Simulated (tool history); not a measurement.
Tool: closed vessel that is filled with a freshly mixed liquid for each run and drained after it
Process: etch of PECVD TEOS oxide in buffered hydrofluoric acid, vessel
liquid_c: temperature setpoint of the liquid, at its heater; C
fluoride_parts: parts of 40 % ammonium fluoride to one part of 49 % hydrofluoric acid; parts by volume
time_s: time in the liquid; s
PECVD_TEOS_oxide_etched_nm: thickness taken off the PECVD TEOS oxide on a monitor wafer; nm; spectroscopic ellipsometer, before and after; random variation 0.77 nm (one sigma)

| run | day | liquid_c | fluoride_parts | time_s | PECVD_TEOS_oxide_etched_nm |
|---|---|---|---|---|---|
| 1 | 0 | 25 | 22.5 | 90 | 72.305 |
| 2 | 0.254 | 25 | 18 | 90 | 86.883 |
| 3 | 0.504 | 25.5 | 18 | 90 | 88.628 |
| 4 | 0.792 | 25.5 | 14.5 | 90 | 109.29 |
| 5 | 0.896 | 27.5 | 14.5 | 90 | 122.48 |
| 6 | 1.129 | 26.5 | 14.5 | 90 | 115.95 |
| 7 | 1.167 | 25.5 | 14.5 | 90 | 109.78 |
| 8 | 1.283 | 24.5 | 14.5 | 90 | 103.01 |

Forecast run 9:
| 9 | 1.608 | 24 | 14.5 | 90 | ? |

{"run 9": {"PECVD_TEOS_oxide_etched_nm": 99.041}}

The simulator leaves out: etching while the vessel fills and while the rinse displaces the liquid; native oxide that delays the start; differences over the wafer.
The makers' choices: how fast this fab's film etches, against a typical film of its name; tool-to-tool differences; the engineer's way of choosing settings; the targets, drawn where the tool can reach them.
